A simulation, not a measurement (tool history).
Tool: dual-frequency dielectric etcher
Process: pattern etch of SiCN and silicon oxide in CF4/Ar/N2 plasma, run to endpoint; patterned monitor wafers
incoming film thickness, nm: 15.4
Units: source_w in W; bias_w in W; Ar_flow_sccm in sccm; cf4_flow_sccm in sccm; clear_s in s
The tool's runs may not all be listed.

run  hour  source_w  bias_w  Ar_flow_sccm  cf4_flow_sccm  clear_s
  1     0       400      50           107             63   22.828
  2   7.6       400      50           125             63   23.461
  3   9.1       400      50           136             63   23.791
  4  10.1       400      42           136             63   26.016
  5  10.9       400      37           136             63   27.602
  6  11.8       400      37           136             54   28.389
  7  20.2       360      37           136             54   30.652
  8  24.1       330      36           136             54   33.248

The next listed run, before its measurement:
  9  25.6       310      36           136             54        ?

Run 9 gave clear_s 34.883 s.
